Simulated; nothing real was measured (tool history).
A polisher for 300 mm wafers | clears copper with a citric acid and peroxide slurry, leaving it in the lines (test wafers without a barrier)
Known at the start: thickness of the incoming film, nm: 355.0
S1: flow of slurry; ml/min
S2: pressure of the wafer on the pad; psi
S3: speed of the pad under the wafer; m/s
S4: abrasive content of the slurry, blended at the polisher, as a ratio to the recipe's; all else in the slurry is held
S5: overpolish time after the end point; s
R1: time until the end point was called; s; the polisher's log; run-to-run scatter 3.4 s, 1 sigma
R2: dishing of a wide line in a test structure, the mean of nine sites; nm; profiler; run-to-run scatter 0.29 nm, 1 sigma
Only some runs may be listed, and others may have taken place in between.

run,day,S1,S2,S3,S4,S5,R1,R2
1,0.000,300,3.1,1.06,1.0,14,121.65,20.348
2,0.246,300,3.1,1.16,1.0,14,112.12,20.945
3,0.525,255,3.1,1.16,1.0,14,115.44,19.992
4,0.712,255,3.0,1.16,1.0,14,121.21,20.570
5,0.938,325,3.0,1.16,1.0,14,115.53,20.581
6,1.183,325,2.9,1.16,1.0,14,114.57,20.325

For run 7, what comes out?
7,1.521,320,2.8,1.14,1.0,14,?,?

Run 7 produced R1 120.74 s, R2 19.574 nm.

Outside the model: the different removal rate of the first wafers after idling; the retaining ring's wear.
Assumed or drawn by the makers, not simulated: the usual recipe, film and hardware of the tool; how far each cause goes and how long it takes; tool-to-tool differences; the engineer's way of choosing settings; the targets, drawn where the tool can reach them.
